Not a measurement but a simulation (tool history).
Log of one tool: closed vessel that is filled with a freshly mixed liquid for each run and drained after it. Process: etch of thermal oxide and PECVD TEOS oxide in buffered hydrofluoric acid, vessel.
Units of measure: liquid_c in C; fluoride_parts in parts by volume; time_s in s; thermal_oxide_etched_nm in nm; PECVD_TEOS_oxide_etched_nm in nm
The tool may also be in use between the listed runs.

run	hour	liquid_c	fluoride_parts	time_s	thermal_oxide_etched_nm	PECVD_TEOS_oxide_etched_nm
1	0.0	21.0	9.0	60	59.883	116.51
2	8.7	22.0	9.0	60	63.212	122.35
3	11.5	22.5	9.0	60	64.645	125.07
4	12.2	23.0	9.0	60	65.979	129.64
5	20.4	23.0	6.5	60	91.960	181.28
6	23.7	22.5	6.5	60	89.966	175.37

Expected results for the next run?
7	25.5	22.0	6.5	60	?	?

{"run 7": {"thermal_oxide_etched_nm": 89.498, "PECVD_TEOS_oxide_etched_nm": 171.47}}
